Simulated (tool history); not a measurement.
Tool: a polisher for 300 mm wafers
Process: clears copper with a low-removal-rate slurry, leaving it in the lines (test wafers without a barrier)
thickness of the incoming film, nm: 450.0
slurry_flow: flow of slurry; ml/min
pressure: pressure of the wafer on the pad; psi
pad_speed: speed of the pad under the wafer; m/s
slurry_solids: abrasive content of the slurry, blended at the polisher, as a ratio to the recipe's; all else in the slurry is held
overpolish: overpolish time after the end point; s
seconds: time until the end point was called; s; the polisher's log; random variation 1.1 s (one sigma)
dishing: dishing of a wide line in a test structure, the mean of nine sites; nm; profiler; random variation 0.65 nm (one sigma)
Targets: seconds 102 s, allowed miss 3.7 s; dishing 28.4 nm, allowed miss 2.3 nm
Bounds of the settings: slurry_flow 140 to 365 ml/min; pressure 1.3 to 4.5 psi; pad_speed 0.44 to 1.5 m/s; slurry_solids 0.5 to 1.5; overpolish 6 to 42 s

run,hour,slurry_flow,pressure,pad_speed,slurry_solids,overpolish,seconds,dishing
1,0,235,2.9,0.96,1,21,145.97,42.838
2,0.9,235,2.9,0.96,0.85,21,154.02,40.36
3,8.4,235,2.9,0.96,0.95,21,149.38,42.244
4,11.9,235,2.9,0.96,0.95,25,146.04,48.687
5,20.5,245,3.3,1,0.8,19,134.7,41.576
6,22.1,265,3.6,1.02,0.7,15,126.39,36.928
7,28.8,290,3.9,1.02,0.65,12,120.53,31.848
8,36.8,295,4.5,1.06,0.6,6,104.27,19.282
9,38.6,295,4.4,1.08,0.6,8,106.23,24.934
10,43.4,295,4.4,1.1,0.6,8,104.25,25.739

5 next moves are on the table. One of them brings every result within its allowed miss. Which?
A,48.2,335,4.5,1.24,0.5,10,?,?
B,48.2,290,4.4,1.08,0.7,9,?,?
C,48.2,290,4.2,1.2,0.8,8,?,?
D,48.2,335,4.5,1.18,0.65,8,?,?
E,48.2,340,4.2,1.2,0.7,8,?,?

move,seconds,dishing
A,91.829,34.262
B,101.15,28.722
C,92.044,28.091
D,91.472,28.309
E,93.394,27.733
A: takes the result that was furthest off past its target
B: meets every target
C: brings the result that was furthest off to its target, and leaves another outside
D: brings the result that was furthest off to its target, and leaves another outside
E: brings the result that was furthest off to its target, and leaves another outside
The right move is B.
